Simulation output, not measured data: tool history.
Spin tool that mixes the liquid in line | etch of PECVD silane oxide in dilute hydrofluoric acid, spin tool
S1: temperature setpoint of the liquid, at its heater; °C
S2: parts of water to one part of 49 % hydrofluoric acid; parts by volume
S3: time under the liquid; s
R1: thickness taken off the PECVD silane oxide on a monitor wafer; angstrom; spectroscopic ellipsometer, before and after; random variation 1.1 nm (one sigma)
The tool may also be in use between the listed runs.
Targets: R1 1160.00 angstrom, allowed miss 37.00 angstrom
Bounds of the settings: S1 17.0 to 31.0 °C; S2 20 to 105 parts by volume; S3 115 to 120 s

run,hour,S1,S2,S3,R1
1,0.0,23.0,55,115,491.55
2,2.8,24.5,50,115,585.56
3,6.7,26.0,45,115,699.08
4,14.2,26.0,45,120,718.38
5,15.4,26.0,45,115,696.41
6,17.1,26.0,65,115,467.86
7,19.8,27.0,60,115,526.23
8,21.6,31.0,35,115,1088.50
9,23.7,31.0,30,115,1281.20
10,24.9,30.5,30,115,1288.40
# hour 27.2: thermometer replaced
11,27.2,27.5,30,115,1032.70

5 next moves are on the table. One of them brings every result within its allowed miss. Which?
A,29.5,28.0,30,115,?
B,29.5,24.5,25,120,?
C,29.5,23.0,25,115,?
D,29.5,29.5,35,120,?
E,29.5,31.0,35,120,?

move,R1
A,1063.00
B,1160.50
C,1044.00
D,1002.40
E,1063.90
A: nearer than the last run, and not there yet
B: meets every target
C: nearer than the last run, and not there yet
D: further off than the last run
E: nearer than the last run, and not there yet
The right move is B.

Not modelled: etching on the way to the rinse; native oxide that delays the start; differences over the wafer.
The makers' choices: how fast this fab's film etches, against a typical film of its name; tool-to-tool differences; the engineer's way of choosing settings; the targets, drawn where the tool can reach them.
